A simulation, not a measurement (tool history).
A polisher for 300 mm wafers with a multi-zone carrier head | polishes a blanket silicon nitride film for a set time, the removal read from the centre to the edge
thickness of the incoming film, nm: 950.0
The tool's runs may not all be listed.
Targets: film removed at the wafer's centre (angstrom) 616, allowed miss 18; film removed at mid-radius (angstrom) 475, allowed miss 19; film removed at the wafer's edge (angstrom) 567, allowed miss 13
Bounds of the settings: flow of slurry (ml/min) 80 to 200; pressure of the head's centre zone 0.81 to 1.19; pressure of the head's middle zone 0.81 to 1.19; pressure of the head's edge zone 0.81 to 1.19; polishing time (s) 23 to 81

run	day	flow of slurry (ml/min)	pressure of the head's centre zone	pressure of the head's middle zone	pressure of the head's edge zone	polishing time (s)	film removed at the wafer's centre (angstrom)	film removed at mid-radius (angstrom)	film removed at the wafer's edge (angstrom)
1	0	130	1	1	1	52	797.86	786.36	770.96
2	0.075	125	1.01	0.97	1	50	754.56	710.87	735.44
3	0.133	120	1.02	0.95	0.98	49	744.26	689.61	728.75
4	0.225	120	1.03	0.94	0.98	47	716.57	654.63	682.66
5	0.325	120	0.95	0.94	0.98	47	667.05	649.88	684.79
6	0.379	115	0.97	0.92	0.97	46	664.42	647.41	678.54
7	0.708	115	0.99	0.91	0.97	45	653.52	613.41	651.9
8	0.9	115	1.01	0.9	0.97	44	652.02	589.95	639.91
9	1.033	115	1.02	0.89	0.97	43	640.07	571.7	629.75
10	1.117	115	1.03	0.88	0.96	43	656.07	573.51	617.83
11	1.196	80	1.1	0.81	1.04	38	575.84	442.31	551.12
12	1.354	85	1.1	0.81	1.04	38	592.09	452.01	551.89
13	1.567	95	1.1	0.82	1.04	38	594.36	464.69	562.06

4 next moves are on the table. One of them brings every result within its allowed miss. Which?
A	1.779	120	1.11	0.83	1.04	38	?	?	?
B	1.779	90	1.05	0.86	1	38	?	?	?
C	1.779	80	1.09	0.87	1.11	37	?	?	?
D	1.779	95	1.16	0.87	0.99	37	?	?	?

move	film removed at the wafer's centre (angstrom)	film removed at mid-radius (angstrom)	film removed at the wafer's edge (angstrom)
A	620.97	479.86	568.59
B	566.48	475.33	544.49
C	559.22	459.69	547.37
D	606.08	470.48	530.64
A: meets every target
B: further off than the last run
C: further off than the last run
D: brings the result that was furthest off to its target, and leaves another outside
Move A is the one to make.
